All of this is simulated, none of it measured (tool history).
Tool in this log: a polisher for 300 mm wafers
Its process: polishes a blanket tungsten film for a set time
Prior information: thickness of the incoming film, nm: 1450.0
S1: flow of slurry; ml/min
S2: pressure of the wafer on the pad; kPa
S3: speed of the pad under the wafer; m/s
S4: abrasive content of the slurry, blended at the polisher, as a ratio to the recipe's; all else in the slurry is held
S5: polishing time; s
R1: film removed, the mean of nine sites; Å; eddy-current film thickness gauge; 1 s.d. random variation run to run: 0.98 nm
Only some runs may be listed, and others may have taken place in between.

{"run": 1, "hour": 0.0, "S1": 180, "S2": 28.3, "S3": 1.26, "S4": 1.0, "S5": 25, "R1": 1467.9}
{"run": 2, "hour": 0.9, "S1": 180, "S2": 28.3, "S3": 1.26, "S4": 1.1, "S5": 25, "R1": 1498.3}
{"run": 3, "hour": 6.8, "S1": 180, "S2": 31.7, "S3": 1.26, "S4": 1.1, "S5": 25, "R1": 1630.5}
{"run": 4, "hour": 9.7, "S1": 180, "S2": 28.3, "S3": 1.26, "S4": 1.1, "S5": 25, "R1": 1509.3}
{"run": 5, "hour": 11.3, "S1": 180, "S2": 28.3, "S3": 1.26, "S4": 0.95, "S5": 25, "R1": 1455.1}
{"run": 6, "hour": 16.7, "S1": 180, "S2": 25.5, "S3": 1.26, "S4": 0.95, "S5": 25, "R1": 1377.9}
{"run": 7, "hour": 25.1, "S1": 180, "S2": 22.8, "S3": 1.24, "S4": 0.95, "S5": 25, "R1": 1272.1}
{"run": 8, "hour": 33.8, "S1": 180, "S2": 20.7, "S3": 1.24, "S4": 0.95, "S5": 25, "R1": 1215.2}
{"run": 9, "hour": 41.4, "S1": 180, "S2": 19.3, "S3": 1.24, "S4": 0.95, "S5": 25, "R1": 1149.4}
{"run": 10, "hour": 42.7, "S1": 180, "S2": 17.9, "S3": 1.24, "S4": 0.95, "S5": 25, "R1": 1122.6}
{"run": 11, "hour": 44.4, "S1": 180, "S2": 17.2, "S3": 1.24, "S4": 0.95, "S5": 25, "R1": 1123.2}
{"run": 12, "hour": 45.3, "S1": 180, "S2": 16.5, "S3": 1.24, "S4": 0.95, "S5": 25, "R1": 1078.0}
{"run": 13, "hour": 49.6, "S1": 180, "S2": 15.9, "S3": 1.24, "S4": 0.95, "S5": 25, "R1": 1067.1}
{"run": 14, "hour": 56.6, "S1": 180, "S2": 15.2, "S3": 1.24, "S4": 0.95, "S5": 25, "R1": 1042.2}

For run 15, what comes out?
{"run": 15, "hour": 62.8, "S1": 180, "S2": 14.5, "S3": 1.24, "S4": 0.95, "S5": 25, "R1": "?"}

{"run 15": {"R1": 1033.8}}
